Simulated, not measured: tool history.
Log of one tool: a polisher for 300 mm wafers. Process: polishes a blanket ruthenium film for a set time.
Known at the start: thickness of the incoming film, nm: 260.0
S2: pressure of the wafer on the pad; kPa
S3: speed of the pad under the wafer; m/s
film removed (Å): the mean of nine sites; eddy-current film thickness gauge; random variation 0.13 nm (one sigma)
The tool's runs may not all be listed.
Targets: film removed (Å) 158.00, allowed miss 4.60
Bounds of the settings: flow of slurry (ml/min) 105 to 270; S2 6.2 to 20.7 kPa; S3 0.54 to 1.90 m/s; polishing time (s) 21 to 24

run 1 hour=0.0 | flow_of_slurry_(ml/min)=175 S2=13.1 S3=1.22 polishing_time_(s)=24 | film_removed_(Å)=266.43
run 2 hour=5.4 | flow_of_slurry_(ml/min)=170 S2=12.4 S3=1.22 polishing_time_(s)=24 | film_removed_(Å)=254.07
run 3 hour=7.8 | flow_of_slurry_(ml/min)=170 S2=11.7 S3=1.22 polishing_time_(s)=24 | film_removed_(Å)=243.93
run 4 hour=11.4 | flow_of_slurry_(ml/min)=170 S2=11.0 S3=1.20 polishing_time_(s)=24 | film_removed_(Å)=231.23
run 5 hour=15.6 | flow_of_slurry_(ml/min)=170 S2=10.3 S3=1.18 polishing_time_(s)=24 | film_removed_(Å)=220.42
run 6 hour=18.4 | flow_of_slurry_(ml/min)=170 S2=9.7 S3=1.16 polishing_time_(s)=24 | film_removed_(Å)=205.32
run 7 hour=24.8 | flow_of_slurry_(ml/min)=170 S2=9.0 S3=1.16 polishing_time_(s)=24 | film_removed_(Å)=193.35
run 8 hour=33.6 | flow_of_slurry_(ml/min)=170 S2=8.3 S3=1.16 polishing_time_(s)=24 | film_removed_(Å)=185.79

4 next moves are on the table. One of them brings every result within its allowed miss. Which?
run A hour=42.4 | flow_of_slurry_(ml/min)=110 S2=9.0 S3=1.12 polishing_time_(s)=24 | film_removed_(Å)=?
run B hour=42.4 | flow_of_slurry_(ml/min)=160 S2=9.0 S3=1.10 polishing_time_(s)=22 | film_removed_(Å)=?
run C hour=42.4 | flow_of_slurry_(ml/min)=175 S2=9.0 S3=1.02 polishing_time_(s)=22 | film_removed_(Å)=?
run D hour=42.4 | flow_of_slurry_(ml/min)=160 S2=8.3 S3=1.28 polishing_time_(s)=21 | film_removed_(Å)=?

move=A film_removed_(Å)=168.39
move=B film_removed_(Å)=165.18
move=C film_removed_(Å)=155.98
move=D film_removed_(Å)=173.19
A: nearer than the last run, and not there yet
B: nearer than the last run, and not there yet
C: meets every target
D: nearer than the last run, and not there yet
Answer: C

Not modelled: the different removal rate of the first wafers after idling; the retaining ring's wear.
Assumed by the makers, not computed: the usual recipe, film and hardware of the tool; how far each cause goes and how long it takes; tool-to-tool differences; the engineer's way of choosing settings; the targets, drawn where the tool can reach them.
